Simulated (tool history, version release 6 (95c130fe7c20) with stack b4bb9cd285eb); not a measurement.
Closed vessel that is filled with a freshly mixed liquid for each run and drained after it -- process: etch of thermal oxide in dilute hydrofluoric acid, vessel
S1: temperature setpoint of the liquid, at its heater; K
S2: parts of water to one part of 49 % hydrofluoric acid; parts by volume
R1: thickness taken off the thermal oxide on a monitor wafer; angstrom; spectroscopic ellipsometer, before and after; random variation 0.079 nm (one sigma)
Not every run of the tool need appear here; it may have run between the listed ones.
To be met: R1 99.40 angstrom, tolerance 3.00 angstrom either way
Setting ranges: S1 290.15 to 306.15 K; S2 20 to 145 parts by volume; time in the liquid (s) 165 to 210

{"run": 1, "day": 0.0, "S1": 298.15, "S2": 80, "time in the liquid (s)": 210, "R1": 114.71}
{"run": 2, "day": 0.158, "S1": 297.65, "S2": 80, "time in the liquid (s)": 210, "R1": 109.74}
{"run": 3, "day": 0.354, "S1": 297.65, "S2": 80, "time in the liquid (s)": 210, "R1": 112.58}
{"run": 4, "day": 0.667, "S1": 297.65, "S2": 60, "time in the liquid (s)": 210, "R1": 151.54}
{"run": 5, "day": 0.808, "S1": 297.65, "S2": 35, "time in the liquid (s)": 210, "R1": 275.95}
{"run": 6, "day": 1.05, "S1": 297.65, "S2": 35, "time in the liquid (s)": 210, "R1": 274.4}
{"run": 7, "day": 1.267, "S1": 296.65, "S2": 40, "time in the liquid (s)": 210, "R1": 228.04}
{"run": 8, "day": 1.454, "S1": 295.65, "S2": 45, "time in the liquid (s)": 210, "R1": 190.7}

Below are 5 possible settings for the next run. Only one of them brings all results inside the allowed miss of their targets. Which is it?
{"run": "A", "day": 1.642, "S1": 298.15, "S2": 65, "time in the liquid (s)": 175, "R1": "?"}
{"run": "B", "day": 1.642, "S1": 296.15, "S2": 55, "time in the liquid (s)": 165, "R1": "?"}
{"run": "C", "day": 1.642, "S1": 295.65, "S2": 30, "time in the liquid (s)": 205, "R1": "?"}
{"run": "D", "day": 1.642, "S1": 290.65, "S2": 55, "time in the liquid (s)": 165, "R1": "?"}
{"run": "E", "day": 1.642, "S1": 299.65, "S2": 40, "time in the liquid (s)": 210, "R1": "?"}

move=A R1=120.43
move=B R1=125.42
move=C R1=289.45
move=D R1=99.47
move=E R1=258.77
A: better than the last run, though not everything is in spec
B: better than the last run, though not everything is in spec
C: moves away from the targets compared with the last run
D: all results in spec
E: moves away from the targets compared with the last run
D is the move that brings every result within its allowed miss.

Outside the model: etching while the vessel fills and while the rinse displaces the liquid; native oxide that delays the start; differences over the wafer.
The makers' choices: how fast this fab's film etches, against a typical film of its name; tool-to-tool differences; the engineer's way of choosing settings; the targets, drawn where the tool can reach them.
